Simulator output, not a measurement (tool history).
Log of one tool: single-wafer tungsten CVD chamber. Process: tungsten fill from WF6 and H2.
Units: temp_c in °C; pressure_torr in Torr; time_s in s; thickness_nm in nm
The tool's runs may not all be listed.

run    day  temp_c  pressure_torr  time_s  thickness_nm
  1      0     390           51.4    45.5        132.74
  2  0.221     393           51.6    45.5        140.22
  3    0.4     384           51.6    45.5        116.59
  4  0.733     388           51.9    45.5        126.65
  5  0.842     383           51.9    45.5        114.15
  6  0.942     387           51.9    45.5        124.56
  7  1.188     391           52.1    45.5        135.82
  8  1.229     394           52.2    45.5         144.1
  9  1.362     396           52.3    45.5        150.71
 10  1.546     397           52.4    45.5        153.18
 11  1.717     398           52.5    45.5        157.18
 12  1.796     398           52.5    45.5        156.73
 13  1.908     398           52.5    45.5        157.41
 14  2.071     399           52.6    45.5        159.09

Run 15 comes next. What will it give?
 15  2.312     399           52.6    45.5             ?

Run 15 gave thickness_nm 160.1 nm.

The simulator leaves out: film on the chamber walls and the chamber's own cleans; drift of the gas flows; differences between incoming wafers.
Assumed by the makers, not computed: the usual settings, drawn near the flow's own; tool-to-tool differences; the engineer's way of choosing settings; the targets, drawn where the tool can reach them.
